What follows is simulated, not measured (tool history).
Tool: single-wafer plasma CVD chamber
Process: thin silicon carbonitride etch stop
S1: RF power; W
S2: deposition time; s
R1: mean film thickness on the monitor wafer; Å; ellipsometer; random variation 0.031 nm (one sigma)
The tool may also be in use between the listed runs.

Run 1, day 0.000: S1 210 W, S2 24.1 s. Result: R1 127.820 Å.
Run 2, day 0.200: S1 210 W, S2 22.2 s. Result: R1 117.290 Å.
Run 3, day 0.429: S1 210 W, S2 19.5 s. Result: R1 102.690 Å.
Run 4, day 0.696: S1 225 W, S2 19.8 s. Result: R1 106.580 Å.
Run 5, day 1.025: S1 215 W, S2 19.8 s. Result: R1 105.180 Å.
Run 6, day 1.388: S1 215 W, S2 17.3 s. Result: R1 91.667 Å.
Run 7, day 1.704: S1 230 W, S2 18.0 s. Result: R1 97.558 Å.
Run 8, day 1.875: S1 240 W, S2 18.7 s. Result: R1 103.030 Å.
Run 9, day 1.900: S1 250 W, S2 19.1 s. Result: R1 105.850 Å.
Run 10, day 2.125: S1 255 W, S2 19.5 s. Result: R1 108.910 Å.
Run 11, day 2.283: S1 255 W, S2 19.5 s. Result: R1 108.720 Å.
Run 12, day 2.433: S1 280 W, S2 21.4 s. Result: R1 122.730 Å.
Run 13, day 2.625: S1 275 W, S2 21.4 s. Result: R1 122.380 Å.

Run 14 comes next. What will it give?
Run 14, day 2.900: S1 270 W, S2 21.4 s. Result: R1 ?.

Run 14 gave R1 121.350 Å.

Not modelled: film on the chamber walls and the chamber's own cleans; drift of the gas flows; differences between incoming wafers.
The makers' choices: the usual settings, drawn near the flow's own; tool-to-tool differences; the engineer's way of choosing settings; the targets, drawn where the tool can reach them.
